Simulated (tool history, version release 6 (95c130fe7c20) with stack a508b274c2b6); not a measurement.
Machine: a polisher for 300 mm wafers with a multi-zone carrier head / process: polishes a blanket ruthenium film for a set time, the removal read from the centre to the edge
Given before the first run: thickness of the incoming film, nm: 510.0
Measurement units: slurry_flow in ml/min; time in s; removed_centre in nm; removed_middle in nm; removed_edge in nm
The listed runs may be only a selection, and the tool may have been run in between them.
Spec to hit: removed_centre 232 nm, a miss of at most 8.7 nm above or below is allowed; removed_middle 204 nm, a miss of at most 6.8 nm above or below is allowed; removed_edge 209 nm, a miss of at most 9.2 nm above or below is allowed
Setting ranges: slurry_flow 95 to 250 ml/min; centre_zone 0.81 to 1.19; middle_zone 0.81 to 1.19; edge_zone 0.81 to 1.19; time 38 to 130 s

Run 1, hour 0: slurry_flow 160 ml/min, centre_zone 1, middle_zone 1, edge_zone 1, time 84 s. Result: removed_centre 147.39 nm, removed_middle 146.7 nm, removed_edge 144.42 nm.
Run 2, hour 4.5: slurry_flow 140 ml/min, centre_zone 1, middle_zone 1, edge_zone 1, time 84 s. Result: removed_centre 143.35 nm, removed_middle 146.21 nm, removed_edge 139.97 nm.
Run 3, hour 8.2: slurry_flow 140 ml/min, centre_zone 0.92, middle_zone 1, edge_zone 1, time 84 s. Result: removed_centre 130.35 nm, removed_middle 144.52 nm, removed_edge 141.21 nm.
Run 4, hour 16.9: slurry_flow 175 ml/min, centre_zone 0.92, middle_zone 1, edge_zone 1, time 84 s. Result: removed_centre 138.07 nm, removed_middle 151.19 nm, removed_edge 147.2 nm.
Run 5, hour 17.7: slurry_flow 175 ml/min, centre_zone 0.99, middle_zone 1, edge_zone 1, time 84 s. Result: removed_centre 147.76 nm, removed_middle 151.56 nm, removed_edge 144.01 nm.
Run 6, hour 19: slurry_flow 175 ml/min, centre_zone 1.01, middle_zone 0.99, edge_zone 1.02, time 89 s. Result: removed_centre 159.29 nm, removed_middle 156.32 nm, removed_edge 155.89 nm.
Run 7, hour 23.2: slurry_flow 180 ml/min, centre_zone 1.03, middle_zone 1, edge_zone 1.04, time 92 s. Result: removed_centre 166.82 nm, removed_middle 163.32 nm, removed_edge 164.05 nm.
Run 8, hour 31.5: slurry_flow 185 ml/min, centre_zone 1.05, middle_zone 1.01, edge_zone 1.05, time 95 s. Result: removed_centre 181.09 nm, removed_middle 170.06 nm, removed_edge 170.45 nm.
Run 9, hour 39.9: slurry_flow 190 ml/min, centre_zone 1.06, middle_zone 1.02, edge_zone 1.07, time 97 s. Result: removed_centre 185.02 nm, removed_middle 175.21 nm, removed_edge 173.45 nm.
Run 10, hour 45.3: slurry_flow 195 ml/min, centre_zone 1.07, middle_zone 1.02, edge_zone 1.08, time 99 s. Result: removed_centre 192.73 nm, removed_middle 178.1 nm, removed_edge 180.56 nm.
Run 11, hour 52.4: slurry_flow 200 ml/min, centre_zone 1.08, middle_zone 1.02, edge_zone 1.09, time 101 s. Result: removed_centre 198.86 nm, removed_middle 186.16 nm, removed_edge 182.04 nm.

5 candidate next runs follow, results not yet known. Just one meets every target within its allowed miss. Identify it.
Run A, hour 59.5: slurry_flow 170 ml/min, centre_zone 0.98, middle_zone 1.03, edge_zone 1.12, time 93 s. Result: removed_centre ?, removed_middle ?, removed_edge ?.
Run B, hour 59.5: slurry_flow 195 ml/min, centre_zone 0.96, middle_zone 1.08, edge_zone 1.13, time 95 s. Result: removed_centre ?, removed_middle ?, removed_edge ?.
Run C, hour 59.5: slurry_flow 150 ml/min, centre_zone 1, middle_zone 0.86, edge_zone 1.11, time 109 s. Result: removed_centre ?, removed_middle ?, removed_edge ?.
Run D, hour 59.5: slurry_flow 160 ml/min, centre_zone 0.98, middle_zone 0.92, edge_zone 1.15, time 107 s. Result: removed_centre ?, removed_middle ?, removed_edge ?.
Run E, hour 59.5: slurry_flow 195 ml/min, centre_zone 1.12, middle_zone 0.98, edge_zone 1.06, time 115 s. Result: removed_centre ?, removed_middle ?, removed_edge ?.

move  removed_centre  removed_middle  removed_edge
   A          162.19          167.81        172.39
   B          165.99          181.94        179.27
   C           189.5          165.95        198.82
   D          184.57             174        200.03
   E          233.21          202.68         210.4
A: further off than the last run
B: further off than the last run
C: further off than the last run
D: further off than the last run
E: hits every target within its allowed miss
E is the move that brings every result within its allowed miss.

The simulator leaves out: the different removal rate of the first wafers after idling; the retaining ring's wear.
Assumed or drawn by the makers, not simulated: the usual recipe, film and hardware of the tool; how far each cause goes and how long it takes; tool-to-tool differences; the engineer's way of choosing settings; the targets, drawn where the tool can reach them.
